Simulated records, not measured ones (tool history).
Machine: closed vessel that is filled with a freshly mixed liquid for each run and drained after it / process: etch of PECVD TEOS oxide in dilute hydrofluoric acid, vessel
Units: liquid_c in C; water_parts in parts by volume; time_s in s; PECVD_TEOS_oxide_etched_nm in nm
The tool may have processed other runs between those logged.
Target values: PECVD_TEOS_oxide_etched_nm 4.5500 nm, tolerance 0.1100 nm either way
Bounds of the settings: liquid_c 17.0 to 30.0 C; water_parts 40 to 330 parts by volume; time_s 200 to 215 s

run  hour  liquid_c  water_parts  time_s  PECVD_TEOS_oxide_etched_nm
  1   0.0      22.0          185     200                      8.5319
  2   7.6      25.5          185     200                      9.7137
  3  16.2      23.0          205     200                      7.9191
  4  22.8      21.5          225     200                      6.6653
  5  26.7      24.0          225     200                      7.2770
  6  35.5      24.0          225     215                      7.8267
  7  44.1      24.0          225     215                      7.8368
  8  50.7      22.0          240     215                      6.7667
  9  54.7      20.5          250     215                      6.0773
 10  55.4      19.5          260     215                      5.5342
 11  59.6      19.0          265     215                      5.3238
 12  67.5      18.5          270     215                      5.0872
 13  71.6      18.0          275     215                      4.8932
 14  78.1      17.5          275     215                      4.7578

Consider the 4 candidate settings below. Which is the only one whose results all fall within their allowed miss of target?
  A  84.6      18.5          275     215                           ?
  B  84.6      24.0          310     200                           ?
  C  84.6      18.5          285     205                           ?
  D  84.6      17.0          245     200                           ?

move  PECVD_TEOS_oxide_etched_nm
   A                      4.9957
   B                      4.8680
   C                      4.5560
   D                      5.0565
A: its largest miss is bigger than the last run's
B: its largest miss is bigger than the last run's
C: hits every target within its allowed miss
D: its largest miss is bigger than the last run's
So the answer is move C, the one that meets all the targets.
